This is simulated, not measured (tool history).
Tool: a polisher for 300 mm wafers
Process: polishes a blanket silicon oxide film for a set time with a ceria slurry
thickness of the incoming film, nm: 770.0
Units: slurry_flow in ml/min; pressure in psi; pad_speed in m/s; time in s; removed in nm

| run | hour | slurry_flow | pressure | pad_speed | time | removed |
|---|---|---|---|---|---|---|
| 1 | 0.0 | 165 | 3.6 | 1.26 | 23 | 116.65 |
| 2 | 6.6 | 165 | 3.7 | 1.26 | 23 | 124.56 |
| 3 | 7.3 | 165 | 3.7 | 1.26 | 23 | 120.60 |
| 4 | 11.6 | 165 | 3.8 | 1.26 | 23 | 127.44 |
| 5 | 13.3 | 165 | 3.9 | 1.26 | 23 | 132.15 |
| 6 | 14.4 | 145 | 3.9 | 1.26 | 23 | 126.89 |
| 7 | 21.5 | 150 | 4.0 | 1.26 | 23 | 130.65 |
| 8 | 22.5 | 155 | 4.1 | 1.26 | 23 | 136.30 |

Forecast run 9:
| 9 | 24.1 | 160 | 4.1 | 1.26 | 23 | ? |

{"run 9": {"removed": 132.49}}
